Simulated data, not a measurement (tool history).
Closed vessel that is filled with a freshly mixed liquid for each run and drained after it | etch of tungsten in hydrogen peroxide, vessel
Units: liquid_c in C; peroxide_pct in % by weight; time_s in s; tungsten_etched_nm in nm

{"run": 1, "hour": 0.0, "liquid_c": 56, "peroxide_pct": 25, "time_s": 30, "tungsten_etched_nm": 128.16}
{"run": 2, "hour": 9.2, "liquid_c": 52.5, "peroxide_pct": 25, "time_s": 30, "tungsten_etched_nm": 103.74}
{"run": 3, "hour": 13.2, "liquid_c": 52.5, "peroxide_pct": 25, "time_s": 30, "tungsten_etched_nm": 104.32}
{"run": 4, "hour": 19.8, "liquid_c": 52.5, "peroxide_pct": 29, "time_s": 30, "tungsten_etched_nm": 111.74}
{"run": 5, "hour": 24.2, "liquid_c": 50, "peroxide_pct": 29, "time_s": 30, "tungsten_etched_nm": 96.65}
{"run": 6, "hour": 30.2, "liquid_c": 53.5, "peroxide_pct": 29, "time_s": 30, "tungsten_etched_nm": 119}
{"run": 7, "hour": 34.5, "liquid_c": 50.5, "peroxide_pct": 29, "time_s": 30, "tungsten_etched_nm": 99.589}

The next listed run, before its measurement:
{"run": 8, "hour": 40.9, "liquid_c": 48.5, "peroxide_pct": 29, "time_s": 30, "tungsten_etched_nm": "?"}

Run 8 gave tungsten_etched_nm 86.74 nm.
